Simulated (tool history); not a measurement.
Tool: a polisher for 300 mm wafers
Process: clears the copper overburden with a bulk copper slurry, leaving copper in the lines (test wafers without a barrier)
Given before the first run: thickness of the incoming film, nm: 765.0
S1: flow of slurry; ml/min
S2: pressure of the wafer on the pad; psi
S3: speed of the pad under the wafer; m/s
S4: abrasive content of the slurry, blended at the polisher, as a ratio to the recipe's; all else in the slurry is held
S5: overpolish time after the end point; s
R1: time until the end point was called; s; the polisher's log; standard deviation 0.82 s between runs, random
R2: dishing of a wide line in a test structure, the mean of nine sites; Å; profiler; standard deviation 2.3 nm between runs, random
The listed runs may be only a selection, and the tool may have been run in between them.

Run 1, hour 0.0: S1 165 ml/min, S2 2.3 psi, S3 0.84 m/s, S4 1.00, S5 24 s. Result: R1 128.380 s, R2 756.66 Å.
Run 2, hour 1.4: S1 165 ml/min, S2 2.3 psi, S3 0.84 m/s, S4 0.85, S5 24 s. Result: R1 132.470 s, R2 744.76 Å.
Run 3, hour 5.2: S1 165 ml/min, S2 2.3 psi, S3 0.84 m/s, S4 0.85, S5 17 s. Result: R1 132.300 s, R2 590.81 Å.
Run 4, hour 6.8: S1 200 ml/min, S2 2.3 psi, S3 0.84 m/s, S4 0.85, S5 17 s. Result: R1 131.350 s, R2 606.67 Å.
Run 5, hour 11.2: S1 200 ml/min, S2 2.6 psi, S3 0.88 m/s, S4 0.85, S5 20 s. Result: R1 110.270 s, R2 776.18 Å.
Run 6, hour 19.2: S1 200 ml/min, S2 2.9 psi, S3 0.90 m/s, S4 0.85, S5 21 s. Result: R1 97.782 s, R2 864.92 Å.

Estimate the outcome of run 7 from the log above:
Run 7, hour 24.6: S1 205 ml/min, S2 3.5 psi, S3 1.04 m/s, S4 0.85, S5 28 s. Result: R1 ?, R2 ?.

R1: 68.945 s
R2: 1267.70 Å
